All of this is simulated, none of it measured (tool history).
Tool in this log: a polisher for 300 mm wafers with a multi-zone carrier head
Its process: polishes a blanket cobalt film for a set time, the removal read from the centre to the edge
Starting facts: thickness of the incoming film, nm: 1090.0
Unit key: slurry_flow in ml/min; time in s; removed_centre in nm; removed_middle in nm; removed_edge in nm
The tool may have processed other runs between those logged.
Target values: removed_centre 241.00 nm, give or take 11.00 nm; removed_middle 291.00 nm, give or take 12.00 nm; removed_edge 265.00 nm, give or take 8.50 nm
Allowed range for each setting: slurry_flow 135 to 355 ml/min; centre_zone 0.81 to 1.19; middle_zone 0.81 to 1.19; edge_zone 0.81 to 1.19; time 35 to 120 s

run	hour	slurry_flow	centre_zone	middle_zone	edge_zone	time	removed_centre	removed_middle	removed_edge
1	0.0	225	1.00	1.00	1.00	77	311.77	315.86	320.20
2	5.3	220	0.97	1.01	0.97	75	291.20	305.07	296.91
3	11.0	220	0.97	1.01	0.97	87	339.45	361.68	346.50
4	13.1	220	0.97	1.01	0.90	87	346.54	358.24	336.16
5	21.3	210	0.93	1.01	0.89	84	318.22	341.47	320.07
6	26.8	205	0.90	1.02	0.88	81	292.13	337.22	308.73
7	34.0	200	0.89	1.02	0.87	78	277.23	317.03	291.50
8	40.4	195	0.87	1.02	0.86	77	264.27	316.25	281.97
9	41.0	190	0.86	1.01	0.85	77	256.50	313.25	290.95
10	46.9	190	0.86	1.01	0.84	76	257.20	302.76	281.09
11	54.9	185	0.86	1.01	0.83	75	251.08	297.49	279.27

Which one of the following 5 next-run settings gets every result inside its allowed miss? There is exactly one.
A	62.9	205	0.84	1.14	0.84	72	?	?	?
B	62.9	135	0.88	0.91	0.83	76	?	?	?
C	62.9	135	0.85	0.87	0.89	79	?	?	?
D	62.9	175	0.86	1.02	0.84	72	?	?	?
E	62.9	135	0.84	0.99	0.82	80	?	?	?

move	removed_centre	removed_middle	removed_edge
A	239.86	317.14	268.99
B	240.57	266.46	266.02
C	241.41	269.66	285.44
D	238.03	287.21	263.91
E	241.72	295.42	278.31
A: puts the biggest miss on target and leaves a different result outside tolerance
B: puts the biggest miss on target and leaves a different result outside tolerance
C: further off than the last run
D: all results land within tolerance of their targets
E: nearer the targets than the last run, but a result is still out of spec
Answer: D
